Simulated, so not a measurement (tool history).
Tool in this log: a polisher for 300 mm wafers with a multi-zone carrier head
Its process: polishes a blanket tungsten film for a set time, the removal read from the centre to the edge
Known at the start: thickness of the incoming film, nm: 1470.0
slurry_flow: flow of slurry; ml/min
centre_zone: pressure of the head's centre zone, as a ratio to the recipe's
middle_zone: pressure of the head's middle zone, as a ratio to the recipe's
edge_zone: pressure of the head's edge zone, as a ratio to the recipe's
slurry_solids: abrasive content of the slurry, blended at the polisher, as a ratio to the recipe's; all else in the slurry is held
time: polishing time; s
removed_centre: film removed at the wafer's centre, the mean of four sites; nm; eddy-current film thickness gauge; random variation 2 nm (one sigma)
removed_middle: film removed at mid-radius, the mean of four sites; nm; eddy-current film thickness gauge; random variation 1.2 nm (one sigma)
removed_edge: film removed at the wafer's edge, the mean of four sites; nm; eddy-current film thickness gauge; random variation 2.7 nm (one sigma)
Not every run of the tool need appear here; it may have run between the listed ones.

run 1 day=0.000 | slurry_flow=285 centre_zone=1.00 middle_zone=1.00 edge_zone=1.00 slurry_solids=1.00 time=63 | removed_centre=228.21 removed_middle=234.29 removed_edge=230.44
run 2 day=0.117 | slurry_flow=285 centre_zone=1.00 middle_zone=1.00 edge_zone=1.00 slurry_solids=1.10 time=63 | removed_centre=227.67 removed_middle=236.65 removed_edge=230.21
run 3 day=0.412 | slurry_flow=285 centre_zone=0.98 middle_zone=0.99 edge_zone=0.99 slurry_solids=1.05 time=63 | removed_centre=226.46 removed_middle=233.29 removed_edge=225.83
run 4 day=0.621 | slurry_flow=285 centre_zone=0.98 middle_zone=0.99 edge_zone=1.04 slurry_solids=1.05 time=63 | removed_centre=225.14 removed_middle=232.50 removed_edge=233.47
run 5 day=0.783 | slurry_flow=285 centre_zone=0.98 middle_zone=0.94 edge_zone=1.04 slurry_solids=1.05 time=63 | removed_centre=224.06 removed_middle=225.63 removed_edge=233.34
run 6 day=1.146 | slurry_flow=320 centre_zone=0.98 middle_zone=0.94 edge_zone=1.04 slurry_solids=1.05 time=63 | removed_centre=228.86 removed_middle=226.37 removed_edge=233.60
run 7 day=1.462 | slurry_flow=315 centre_zone=0.96 middle_zone=0.93 edge_zone=1.03 slurry_solids=1.00 time=63 | removed_centre=222.75 removed_middle=220.56 removed_edge=232.12
run 8 day=1.696 | slurry_flow=310 centre_zone=0.94 middle_zone=0.93 edge_zone=1.02 slurry_solids=0.95 time=63 | removed_centre=214.87 removed_middle=218.61 removed_edge=226.00
run 9 day=2.025 | slurry_flow=310 centre_zone=0.93 middle_zone=0.92 edge_zone=1.01 slurry_solids=0.90 time=63 | removed_centre=211.45 removed_middle=213.02 removed_edge=220.00
run 10 day=2.296 | slurry_flow=305 centre_zone=0.92 middle_zone=0.91 edge_zone=1.01 slurry_solids=0.90 time=63 | removed_centre=204.80 removed_middle=210.56 removed_edge=225.28
run 11 day=2.654 | slurry_flow=305 centre_zone=0.91 middle_zone=0.91 edge_zone=1.00 slurry_solids=0.85 time=63 | removed_centre=203.73 removed_middle=207.27 removed_edge=219.91
run 12 day=2.921 | slurry_flow=305 centre_zone=0.90 middle_zone=0.91 edge_zone=0.99 slurry_solids=0.85 time=63 | removed_centre=200.80 removed_middle=211.12 removed_edge=218.76
run 13 day=3.267 | slurry_flow=305 centre_zone=0.89 middle_zone=0.90 edge_zone=0.98 slurry_solids=0.85 time=63 | removed_centre=194.19 removed_middle=208.70 removed_edge=217.20
run 14 day=3.425 | slurry_flow=305 centre_zone=0.89 middle_zone=0.90 edge_zone=0.98 slurry_solids=0.85 time=63 | removed_centre=196.90 removed_middle=207.98 removed_edge=218.58
run 15 day=3.496 | slurry_flow=305 centre_zone=0.89 middle_zone=0.90 edge_zone=0.97 slurry_solids=0.85 time=63 | removed_centre=198.94 removed_middle=207.05 removed_edge=217.37
run 16 day=3.533 | slurry_flow=305 centre_zone=0.88 middle_zone=0.90 edge_zone=0.96 slurry_solids=0.85 time=63 | removed_centre=193.86 removed_middle=206.90 removed_edge=215.20
run 17 day=3.833 | slurry_flow=305 centre_zone=0.88 middle_zone=0.89 edge_zone=0.95 slurry_solids=0.85 time=63 | removed_centre=190.80 removed_middle=206.44 removed_edge=212.01
run 18 day=3.867 | slurry_flow=300 centre_zone=0.88 middle_zone=0.88 edge_zone=0.94 slurry_solids=0.85 time=63 | removed_centre=194.91 removed_middle=202.38 removed_edge=215.85
run 19 day=3.967 | slurry_flow=300 centre_zone=0.88 middle_zone=0.88 edge_zone=0.94 slurry_solids=0.80 time=63 | removed_centre=190.69 removed_middle=202.08 removed_edge=209.15

Run 20, settings as shown, results not yet in. Your forecast:
run 20 day=4.125 | slurry_flow=295 centre_zone=0.88 middle_zone=0.87 edge_zone=0.94 slurry_solids=0.80 time=63 | removed_centre=? removed_middle=? removed_edge=?

Run 20 produced removed_centre 193.76 nm, removed_middle 199.27 nm, removed_edge 206.98 nm.
